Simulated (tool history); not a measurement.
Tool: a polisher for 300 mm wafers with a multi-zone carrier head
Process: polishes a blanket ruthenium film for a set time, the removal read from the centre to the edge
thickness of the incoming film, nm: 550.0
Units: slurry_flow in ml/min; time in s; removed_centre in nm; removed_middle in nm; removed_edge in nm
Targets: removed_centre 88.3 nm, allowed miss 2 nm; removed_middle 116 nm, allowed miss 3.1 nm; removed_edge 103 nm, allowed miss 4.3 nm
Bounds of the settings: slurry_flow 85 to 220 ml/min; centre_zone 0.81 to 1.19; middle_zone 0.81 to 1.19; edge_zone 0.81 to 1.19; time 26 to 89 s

Run 1, hour 0: slurry_flow 140 ml/min, centre_zone 1, middle_zone 1, edge_zone 1, time 57 s. Result: removed_centre 70.405 nm, removed_middle 75.144 nm, removed_edge 73.928 nm.
Run 2, hour 6.9: slurry_flow 140 ml/min, centre_zone 1, middle_zone 0.94, edge_zone 1, time 57 s. Result: removed_centre 69.381 nm, removed_middle 72.583 nm, removed_edge 76.858 nm.
Run 3, hour 10: slurry_flow 140 ml/min, centre_zone 1.08, middle_zone 0.94, edge_zone 1, time 57 s. Result: removed_centre 76.318 nm, removed_middle 71.564 nm, removed_edge 76.212 nm.
Run 4, hour 17.4: slurry_flow 150 ml/min, centre_zone 1.05, middle_zone 0.97, edge_zone 1.02, time 60 s. Result: removed_centre 77.958 nm, removed_middle 78.571 nm, removed_edge 79.687 nm.
At hour 21.3: centre zone pressure recalibrated.
Run 5, hour 21.3: slurry_flow 150 ml/min, centre_zone 1.05, middle_zone 0.97, edge_zone 1.02, time 50 s. Result: removed_centre 69.543 nm, removed_middle 65.655 nm, removed_edge 68.245 nm.
Run 6, hour 24.9: slurry_flow 150 ml/min, centre_zone 1.05, middle_zone 0.97, edge_zone 1.02, time 36 s. Result: removed_centre 49.962 nm, removed_middle 46.996 nm, removed_edge 48.659 nm.
Run 7, hour 33.3: slurry_flow 150 ml/min, centre_zone 1.02, middle_zone 1, edge_zone 1.04, time 42 s. Result: removed_centre 56.225 nm, removed_middle 56.038 nm, removed_edge 57.393 nm.
Run 8, hour 34.6: slurry_flow 155 ml/min, centre_zone 1, middle_zone 1.03, edge_zone 1.06, time 46 s. Result: removed_centre 60.513 nm, removed_middle 63.349 nm, removed_edge 62.729 nm.
Run 9, hour 38.1: slurry_flow 155 ml/min, centre_zone 0.98, middle_zone 1.05, edge_zone 1.08, time 50 s. Result: removed_centre 65.285 nm, removed_middle 71.1 nm, removed_edge 69.653 nm.
Run 10, hour 46: slurry_flow 195 ml/min, centre_zone 0.9, middle_zone 1.15, edge_zone 1.18, time 65 s. Result: removed_centre 79.242 nm, removed_middle 102.05 nm, removed_edge 96.215 nm.
Run 11, hour 47.8: slurry_flow 200 ml/min, centre_zone 0.9, middle_zone 1.16, edge_zone 1.17, time 66 s. Result: removed_centre 80.973 nm, removed_middle 104.93 nm, removed_edge 98.826 nm.
Run 12, hour 55: slurry_flow 200 ml/min, centre_zone 0.9, middle_zone 1.17, edge_zone 1.16, time 67 s. Result: removed_centre 83.235 nm, removed_middle 105.25 nm, removed_edge 99.373 nm.
Run 13, hour 58.6: slurry_flow 205 ml/min, centre_zone 0.89, middle_zone 1.17, edge_zone 1.15, time 68 s. Result: removed_centre 82.919 nm, removed_middle 109.33 nm, removed_edge 100.9 nm.
Run 14, hour 65.6: slurry_flow 205 ml/min, centre_zone 0.89, middle_zone 1.17, edge_zone 1.14, time 68 s. Result: removed_centre 82.998 nm, removed_middle 108.74 nm, removed_edge 98.791 nm.
Run 15, hour 69: slurry_flow 210 ml/min, centre_zone 0.89, middle_zone 1.18, edge_zone 1.14, time 69 s. Result: removed_centre 85.573 nm, removed_middle 112.96 nm, removed_edge 99.363 nm.

4 next moves are on the table. One of them brings every result within its allowed miss. Which?
Run A, hour 72.4: slurry_flow 205 ml/min, centre_zone 0.83, middle_zone 1.19, edge_zone 1.08, time 74 s. Result: removed_centre ?, removed_middle ?, removed_edge ?.
Run B, hour 72.4: slurry_flow 205 ml/min, centre_zone 0.88, middle_zone 1.17, edge_zone 1.19, time 70 s. Result: removed_centre ?, removed_middle ?, removed_edge ?.
Run C, hour 72.4: slurry_flow 220 ml/min, centre_zone 0.91, middle_zone 1.19, edge_zone 1.16, time 70 s. Result: removed_centre ?, removed_middle ?, removed_edge ?.
Run D, hour 72.4: slurry_flow 205 ml/min, centre_zone 0.94, middle_zone 1.19, edge_zone 1.08, time 66 s. Result: removed_centre ?, removed_middle ?, removed_edge ?.

move  removed_centre  removed_middle  removed_edge
   A          84.499          119.68        104.99
   B          84.779          111.52        104.41
   C          88.543          114.12        103.65
   D          85.444          106.68         93.64
A: further off than the last run
B: further off than the last run
C: meets every target
D: further off than the last run
Move C is the one to make.
